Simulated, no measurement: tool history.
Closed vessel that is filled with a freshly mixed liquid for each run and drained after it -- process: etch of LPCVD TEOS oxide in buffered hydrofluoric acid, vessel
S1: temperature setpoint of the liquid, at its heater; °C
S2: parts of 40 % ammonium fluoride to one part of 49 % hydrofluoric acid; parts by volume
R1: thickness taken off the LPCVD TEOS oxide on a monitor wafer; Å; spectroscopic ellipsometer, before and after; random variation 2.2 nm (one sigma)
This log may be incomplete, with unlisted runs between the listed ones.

Run 1, hour 0: S1 22 °C, S2 10 parts by volume, time in the liquid (s) 85. Result: R1 3499.3 Å.
Run 2, hour 8.2: S1 24.5 °C, S2 10 parts by volume, time in the liquid (s) 85. Result: R1 3969.6 Å.
Run 3, hour 14: S1 23 °C, S2 10 parts by volume, time in the liquid (s) 85. Result: R1 3654.9 Å.
Run 4, hour 21.7: S1 23 °C, S2 10 parts by volume, time in the liquid (s) 95. Result: R1 4058.2 Å.
At hour 27.6: thermometer replaced.
Run 5, hour 27.6: S1 22 °C, S2 10.5 parts by volume, time in the liquid (s) 95. Result: R1 4166.3 Å.
Run 6, hour 29.2: S1 19.5 °C, S2 10.5 parts by volume, time in the liquid (s) 95. Result: R1 3601.6 Å.
Run 7, hour 31.9: S1 19 °C, S2 11 parts by volume, time in the liquid (s) 95. Result: R1 3322.3 Å.
Run 8, hour 39.9: S1 18.5 °C, S2 11.5 parts by volume, time in the liquid (s) 95. Result: R1 3155 Å.
Run 9, hour 45.6: S1 18 °C, S2 12 parts by volume, time in the liquid (s) 95. Result: R1 2984.2 Å.

The next listed run, before its measurement:
Run 10, hour 51.6: S1 18 °C, S2 12.5 parts by volume, time in the liquid (s) 95. Result: R1 ?.

R1: 2810.7 Å

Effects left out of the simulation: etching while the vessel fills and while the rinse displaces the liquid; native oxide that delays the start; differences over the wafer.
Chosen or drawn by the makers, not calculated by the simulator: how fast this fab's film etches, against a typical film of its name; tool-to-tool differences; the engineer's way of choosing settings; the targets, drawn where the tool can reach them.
